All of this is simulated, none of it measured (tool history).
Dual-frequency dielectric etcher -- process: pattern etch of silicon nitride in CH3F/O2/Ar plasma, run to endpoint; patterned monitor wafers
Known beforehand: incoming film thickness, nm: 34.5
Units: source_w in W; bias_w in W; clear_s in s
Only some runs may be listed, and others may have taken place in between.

{"run": 1, "hour": 0.0, "source_w": 530, "bias_w": 70, "clear_s": 41.559}
{"run": 2, "hour": 5.6, "source_w": 530, "bias_w": 79, "clear_s": 39.363}
{"run": 3, "hour": 11.1, "source_w": 530, "bias_w": 71, "clear_s": 41.294}
{"run": 4, "hour": 17.6, "source_w": 530, "bias_w": 64, "clear_s": 43.046}
{"run": 5, "hour": 20.0, "source_w": 520, "bias_w": 64, "clear_s": 43.445}
{"run": 6, "hour": 22.5, "source_w": 510, "bias_w": 64, "clear_s": 43.74}

Estimate the outcome of run 7 from the log above:
{"run": 7, "hour": 24.7, "source_w": 500, "bias_w": 64, "clear_s": "?"}

{"run 7": {"clear_s": 44.091}}
